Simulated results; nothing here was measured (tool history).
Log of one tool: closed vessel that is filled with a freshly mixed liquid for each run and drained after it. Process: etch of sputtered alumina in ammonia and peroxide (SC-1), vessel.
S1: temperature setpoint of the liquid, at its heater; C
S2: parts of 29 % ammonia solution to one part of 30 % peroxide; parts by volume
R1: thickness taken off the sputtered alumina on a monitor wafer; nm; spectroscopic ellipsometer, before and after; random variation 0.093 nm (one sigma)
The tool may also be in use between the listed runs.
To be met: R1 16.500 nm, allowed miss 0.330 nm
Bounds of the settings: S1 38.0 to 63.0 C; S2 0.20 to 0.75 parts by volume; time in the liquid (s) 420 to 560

Run 1, hour 0.0: S1 47.0 C, S2 0.45 parts by volume, time in the liquid (s) 560. Result: R1 22.404 nm.
Run 2, hour 8.1: S1 53.0 C, S2 0.45 parts by volume, time in the liquid (s) 560. Result: R1 31.215 nm.
Run 3, hour 11.2: S1 51.0 C, S2 0.45 parts by volume, time in the liquid (s) 560. Result: R1 28.079 nm.
Run 4, hour 20.1: S1 51.0 C, S2 0.55 parts by volume, time in the liquid (s) 560. Result: R1 28.241 nm.
Run 5, hour 29.1: S1 49.0 C, S2 0.55 parts by volume, time in the liquid (s) 560. Result: R1 25.394 nm.
Run 6, hour 33.4: S1 55.0 C, S2 0.55 parts by volume, time in the liquid (s) 560. Result: R1 35.448 nm.
Run 7, hour 34.2: S1 52.5 C, S2 0.55 parts by volume, time in the liquid (s) 560. Result: R1 30.841 nm.
Run 8, hour 38.9: S1 50.5 C, S2 0.55 parts by volume, time in the liquid (s) 560. Result: R1 27.842 nm.
Run 9, hour 41.9: S1 48.5 C, S2 0.55 parts by volume, time in the liquid (s) 560. Result: R1 24.900 nm.
Run 10, hour 47.7: S1 47.0 C, S2 0.55 parts by volume, time in the liquid (s) 560. Result: R1 22.822 nm.
Run 11, hour 48.7: S1 40.0 C, S2 0.55 parts by volume, time in the liquid (s) 560. Result: R1 15.250 nm.
Run 12, hour 54.0: S1 40.5 C, S2 0.55 parts by volume, time in the liquid (s) 560. Result: R1 15.653 nm.
At hour 58.9: ammonia flow meter replaced.
Run 13, hour 58.9: S1 41.0 C, S2 0.55 parts by volume, time in the liquid (s) 560. Result: R1 15.906 nm.

4 next moves are on the table. One of them brings every result within its allowed miss. Which?
Run A, hour 63.8: S1 41.0 C, S2 0.50 parts by volume, time in the liquid (s) 560. Result: R1 ?.
Run B, hour 63.8: S1 42.0 C, S2 0.40 parts by volume, time in the liquid (s) 560. Result: R1 ?.
Run C, hour 63.8: S1 42.5 C, S2 0.55 parts by volume, time in the liquid (s) 550. Result: R1 ?.
Run D, hour 63.8: S1 40.5 C, S2 0.50 parts by volume, time in the liquid (s) 560. Result: R1 ?.

move      R1
   A  15.966
   B  16.569
   C  17.270
   D  15.504
A: nearer than the last run, and not there yet
B: meets every target
C: takes the result that was furthest off past its target
D: further off than the last run
The right move is B.
